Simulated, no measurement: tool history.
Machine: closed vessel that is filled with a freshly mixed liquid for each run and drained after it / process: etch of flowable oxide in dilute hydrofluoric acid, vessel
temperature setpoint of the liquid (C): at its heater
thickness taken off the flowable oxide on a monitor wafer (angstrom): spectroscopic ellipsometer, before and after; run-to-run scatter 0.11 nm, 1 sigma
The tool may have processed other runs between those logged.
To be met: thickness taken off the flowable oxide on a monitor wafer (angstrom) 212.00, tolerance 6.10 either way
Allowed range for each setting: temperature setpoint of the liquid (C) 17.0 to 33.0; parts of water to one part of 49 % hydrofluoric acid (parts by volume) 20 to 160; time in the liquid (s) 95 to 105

run  hour  temperature setpoint of the liquid (C)  parts of water to one part of 49 % hydrofluoric acid (parts by volume)  time in the liquid (s)  thickness taken off the flowable oxide on a monitor wafer (angstrom)
  1   0.0                                    25.0                                                                      90                      95                                                                341.85
  2   8.7                                    25.0                                                                      90                      95                                                                339.04
  3  16.4                                    23.5                                                                      90                      95                                                                320.50
  4  22.9                                    23.5                                                                      90                     105                                                                352.30
  5  27.5                                    25.5                                                                      90                     105                                                                384.02
  6  35.9                                    29.0                                                                      90                     105                                                                440.76
  7  38.5                                    25.5                                                                     100                     105                                                                339.22
  8  42.9                                    23.0                                                                     105                     105                                                                291.24
  9  51.0                                    19.0                                                                     115                     105                                                                225.54
 10  53.2                                    18.5                                                                     115                     105                                                                221.12

4 next moves are on the table. One of them brings every result within its allowed miss. Which?
  A  55.4                                    17.5                                                                     105                     100                                                                     ?
  B  55.4                                    18.5                                                                     110                      95                                                                     ?
  C  55.4                                    17.0                                                                     105                     105                                                                     ?
  D  55.4                                    18.5                                                                     105                     105                                                                     ?

move  thickness taken off the flowable oxide on a monitor wafer (angstrom)
   A                                                                221.57
   B                                                                208.36
   C                                                                227.82
   D                                                                242.55
A: neither nearer nor further off than the last run
B: in spec on every target
C: its largest miss is bigger than the last run's
D: its largest miss is bigger than the last run's
The move that meets every target is B.
